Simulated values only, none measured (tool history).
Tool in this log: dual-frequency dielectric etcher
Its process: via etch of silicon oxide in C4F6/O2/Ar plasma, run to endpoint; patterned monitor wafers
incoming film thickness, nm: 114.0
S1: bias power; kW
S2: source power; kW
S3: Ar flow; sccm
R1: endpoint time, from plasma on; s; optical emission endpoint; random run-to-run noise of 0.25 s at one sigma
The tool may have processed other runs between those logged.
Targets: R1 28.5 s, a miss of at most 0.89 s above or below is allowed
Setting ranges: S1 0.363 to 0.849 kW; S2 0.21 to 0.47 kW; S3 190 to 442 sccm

| run | hour | S1 | S2 | S3 | R1 |
|---|---|---|---|---|---|
| 1 | 0 | 0.606 | 0.34 | 316 | 24.749 |
| 2 | 6.5 | 0.556 | 0.33 | 319 | 25.873 |
| 3 | 14.8 | 0.556 | 0.33 | 274 | 25.221 |
| 4 | 18.1 | 0.556 | 0.35 | 274 | 24.614 |
| 5 | 25 | 0.512 | 0.33 | 280 | 25.513 |
| 6 | 26 | 0.512 | 0.33 | 235 | 24.684 |
| 7 | 30.7 | 0.39 | 0.27 | 264 | 30.086 |
| 8 | 32.2 | 0.408 | 0.27 | 263 | 29.547 |

Consider the 5 candidate settings below. Which is the only one whose results all fall within their allowed miss of target?
| A | 33.7 | 0.363 | 0.29 | 324 | ? |
| B | 33.7 | 0.536 | 0.21 | 307 | ? |
| C | 33.7 | 0.479 | 0.3 | 220 | ? |
| D | 33.7 | 0.546 | 0.24 | 284 | ? |
| E | 33.7 | 0.453 | 0.24 | 274 | ? |

| move | R1 |
|---|---|
| A | 30.235 |
| B | 30.227 |
| C | 26.028 |
| D | 28.266 |
| E | 29.767 |
A: lands further from the targets than the last run did
B: lands further from the targets than the last run did
C: takes the result that was furthest off past its target
D: hits every target within its allowed miss
E: lands further from the targets than the last run did
Answer: D
